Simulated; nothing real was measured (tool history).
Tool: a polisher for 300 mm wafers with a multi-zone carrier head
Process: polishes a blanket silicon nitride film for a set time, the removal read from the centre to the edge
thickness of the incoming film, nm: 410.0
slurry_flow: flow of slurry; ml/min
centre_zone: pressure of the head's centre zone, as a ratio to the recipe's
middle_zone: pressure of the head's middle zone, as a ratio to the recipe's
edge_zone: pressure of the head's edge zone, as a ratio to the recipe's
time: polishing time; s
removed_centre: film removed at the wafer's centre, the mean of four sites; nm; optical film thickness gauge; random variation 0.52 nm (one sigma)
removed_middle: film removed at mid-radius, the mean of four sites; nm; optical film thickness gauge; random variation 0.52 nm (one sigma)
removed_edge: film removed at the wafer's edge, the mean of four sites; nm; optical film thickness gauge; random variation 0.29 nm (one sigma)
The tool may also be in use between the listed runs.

run  hour  slurry_flow  centre_zone  middle_zone  edge_zone  time  removed_centre  removed_middle  removed_edge
  1     0          225            1            1          1    46          64.088          65.091        67.202
  2   8.3          190            1            1          1    46          64.119          63.445        64.871
  3  10.7          185         0.98         0.98       0.99    44          59.398          60.773         62.55
  4  14.8          180         0.98         0.96       0.99    41           55.82          54.777        58.433
  5  23.4          175         0.97         0.95       0.98    39          50.294          51.725        54.709
  6  26.6          175         0.97         0.95       1.03    39          51.787           50.85        55.788
  7  30.4          170         0.97         0.94       1.02    38          49.737           49.08        54.341
  8  33.8          170         0.97         0.94       1.02    38          50.486          48.624        54.409
  9  35.1          165         0.97         0.93       1.01    37          48.347           47.72        51.432
 10  36.5          165         0.96         0.92       1.01    36          45.935          45.602        51.084
 11  39.3          150         0.92         0.87       0.91    30          36.924          36.884        39.839
 12    47          160         0.92         0.87       0.92    30          36.481          37.938         40.56
 13  55.7          165         0.92         0.87       0.93    30          37.535          37.225        41.127
 14  61.8          165         0.92         0.87       0.93    30          36.322           36.67        40.856

Forecast run 15:
 15  69.3          170         0.92         0.87       0.94    30               ?               ?             ?

removed_centre: 37.284 nm
removed_middle: 37.142 nm
removed_edge: 41.596 nm
